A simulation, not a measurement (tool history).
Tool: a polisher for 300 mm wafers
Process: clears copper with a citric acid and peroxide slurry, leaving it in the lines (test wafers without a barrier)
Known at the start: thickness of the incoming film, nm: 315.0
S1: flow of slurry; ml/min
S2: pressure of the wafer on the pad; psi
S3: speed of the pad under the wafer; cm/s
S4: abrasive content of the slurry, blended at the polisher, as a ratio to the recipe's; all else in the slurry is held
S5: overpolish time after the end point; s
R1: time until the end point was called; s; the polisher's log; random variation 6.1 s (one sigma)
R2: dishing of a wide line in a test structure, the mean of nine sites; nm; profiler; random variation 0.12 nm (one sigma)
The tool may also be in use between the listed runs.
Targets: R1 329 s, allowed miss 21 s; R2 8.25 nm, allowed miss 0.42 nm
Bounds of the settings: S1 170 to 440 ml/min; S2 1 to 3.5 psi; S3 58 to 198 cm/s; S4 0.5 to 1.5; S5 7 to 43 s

run  hour   S1   S2   S3  S4  S5      R1      R2
  1     0  280  2.2  128   1  22  175.83  29.635
  2   4.3  280  2.1  122   1  20  188.75  23.969
  3  12.8  280    2  116   1  19  211.37  21.465
  4  16.2  280    2   94   1  19  248.25  17.639
  5    18  280    2   94   1  27  264.32  24.844
  6  25.6  280    2   90   1  25  267.84   21.93
  7  28.3  280    2   86   1  23  278.56  19.445
  8  32.8  280    2   84   1  21  284.26  17.806
  9  37.5  280  1.9   84   1  19  295.78  14.842
 10  41.3  280  1.9   84   1  18  298.02  14.757
 11  45.9  280  1.9   84   1  17  304.13  14.129
 12    49  280  1.9   84   1  16  305.98  13.006
 13  55.3  280  1.9   84   1  16  301.37  13.023
 14  57.4  280  1.9   84   1  15  290.48  12.303

5 next moves are on the table. One of them brings every result within its allowed miss. Which?
  A  59.5  250  1.7   76  0.95  14   ?   ?
  B  59.5  295  2.4   88   0.9   7   ?   ?
  C  59.5  270  1.4  108  0.75  11   ?   ?
  D  59.5  280  1.9   66   1.1  10   ?   ?
  E  59.5  205  2.1   80  0.55  12   ?   ?

move      R1      R2
   A   378.6  9.2042
   B  237.66  7.3983
   C  336.77  8.1347
   D  374.12  6.7149
   E  339.27  8.8366
A: nearer than the last run, and not there yet
B: takes the result that was furthest off past its target
C: meets every target
D: takes the result that was furthest off past its target
E: nearer than the last run, and not there yet
Move C is the one to make.
